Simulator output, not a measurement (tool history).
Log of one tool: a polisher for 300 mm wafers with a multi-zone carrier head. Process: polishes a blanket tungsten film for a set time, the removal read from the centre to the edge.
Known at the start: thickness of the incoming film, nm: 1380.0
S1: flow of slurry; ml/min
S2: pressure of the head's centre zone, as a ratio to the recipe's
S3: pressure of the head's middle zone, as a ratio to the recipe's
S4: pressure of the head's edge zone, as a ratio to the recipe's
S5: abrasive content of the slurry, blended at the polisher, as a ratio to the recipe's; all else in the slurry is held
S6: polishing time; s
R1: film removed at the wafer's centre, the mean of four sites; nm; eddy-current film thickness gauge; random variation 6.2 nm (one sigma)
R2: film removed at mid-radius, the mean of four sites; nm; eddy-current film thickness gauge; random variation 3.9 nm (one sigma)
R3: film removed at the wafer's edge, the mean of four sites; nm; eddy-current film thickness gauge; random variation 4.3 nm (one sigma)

run	hour	S1	S2	S3	S4	S5	S6	R1	R2	R3
1	0	310	1	1	1	1	73	327.66	326.98	327.19
2	8.4	310	1	1	1	1.15	73	341.13	331.36	335.92
3	17.4	310	1	1	1	1.15	61	279.45	280.46	284.74
4	18.8	370	1	1	1	1.15	61	287.5	279.55	285.11
5	24.9	370	1	0.95	1	1.15	61	281.85	275.31	288.99
6	33.8	370	1.01	0.95	1.01	1.2	63	297.54	285.37	303.85
7	38.4	370	1.02	0.95	1.02	1.25	64	307.87	291.23	304.59
8	41	370	1.02	0.94	1.02	1.25	66	318.36	303.1	315.89
9	44.5	370	1.03	0.93	1.03	1.25	68	335.23	306.03	322.61

The next listed run, before its measurement:
10	46.2	370	1.03	0.92	1.04	1.25	70	?	?	?

Run 10 gave R1 338.95 nm, R2 310.08 nm, R3 337.71 nm.
